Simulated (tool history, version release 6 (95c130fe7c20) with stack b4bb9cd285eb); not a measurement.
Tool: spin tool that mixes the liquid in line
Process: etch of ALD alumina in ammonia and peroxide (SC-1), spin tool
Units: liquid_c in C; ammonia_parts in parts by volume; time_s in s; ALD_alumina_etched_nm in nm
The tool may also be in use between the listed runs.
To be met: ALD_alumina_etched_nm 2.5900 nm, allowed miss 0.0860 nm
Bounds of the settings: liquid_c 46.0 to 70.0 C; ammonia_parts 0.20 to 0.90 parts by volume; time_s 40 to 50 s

run,hour,liquid_c,ammonia_parts,time_s,ALD_alumina_etched_nm
1,0.0,62.0,0.50,50,4.4849
2,8.1,62.0,0.50,40,3.6997
3,11.3,62.0,0.50,50,4.6215
4,16.5,64.5,0.50,50,5.2544
5,17.8,62.0,0.50,50,4.5277
6,22.6,62.0,0.50,40,3.7366
7,31.1,60.5,0.50,40,3.3976
8,38.8,59.5,0.50,40,3.1966
9,41.8,59.0,0.50,40,3.1685
10,49.0,54.0,0.50,40,2.4102
# hour 55.9: thermometer replaced
11,55.9,54.5,0.50,40,2.3078
12,62.6,55.0,0.50,40,2.3530
13,66.3,55.5,0.50,40,2.3678
14,72.0,56.0,0.50,40,2.4516

Which of these 5 next moves meets every target?
A,77.7,53.0,0.45,50,?
B,77.7,56.0,0.30,40,?
C,77.7,56.0,0.35,40,?
D,77.7,55.5,0.40,40,?
E,77.7,56.5,0.35,40,?

move,ALD_alumina_etched_nm
A,2.6102
B,2.3579
C,2.3927
D,2.3600
E,2.4566
A: meets every target
B: further off than the last run
C: further off than the last run
D: further off than the last run
E: as far off as the last run
The right move is A.

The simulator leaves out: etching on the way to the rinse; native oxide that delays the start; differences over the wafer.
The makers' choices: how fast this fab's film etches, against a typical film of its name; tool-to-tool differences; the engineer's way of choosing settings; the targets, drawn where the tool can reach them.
